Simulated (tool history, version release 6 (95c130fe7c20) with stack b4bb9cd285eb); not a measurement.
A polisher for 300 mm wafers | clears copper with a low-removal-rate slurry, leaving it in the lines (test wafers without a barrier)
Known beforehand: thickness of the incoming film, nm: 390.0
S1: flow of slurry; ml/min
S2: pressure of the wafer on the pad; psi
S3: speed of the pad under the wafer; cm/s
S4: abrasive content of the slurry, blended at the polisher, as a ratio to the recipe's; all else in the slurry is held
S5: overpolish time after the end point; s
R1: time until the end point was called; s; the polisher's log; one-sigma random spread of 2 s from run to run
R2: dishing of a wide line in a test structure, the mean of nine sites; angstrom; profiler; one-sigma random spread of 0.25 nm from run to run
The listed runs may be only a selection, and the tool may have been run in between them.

run,hour,S1,S2,S3,S4,S5,R1,R2
1,0,275,3.7,84,1,22,121.32,454.44
2,3.2,340,3.7,84,1,22,120.2,478.75
3,5.4,280,3.1,92,1,17,133.08,348.97
4,12,240,2.7,100,1,14,144.26,279.48
5,19.6,240,2.7,118,1,14,120.72,319.31
6,22.1,205,2.7,118,1,14,127.14,312.98
7,24.2,205,2.7,118,1,14,128.22,298.4
8,33.1,190,2.4,122,1.05,12,134.45,249.28

Run 9, settings as shown, results not yet in. Your forecast:
9,41.1,190,2.2,124,1.2,10,?,?

{"run 9": {"R1": 145.9, "R2": 208.14}}
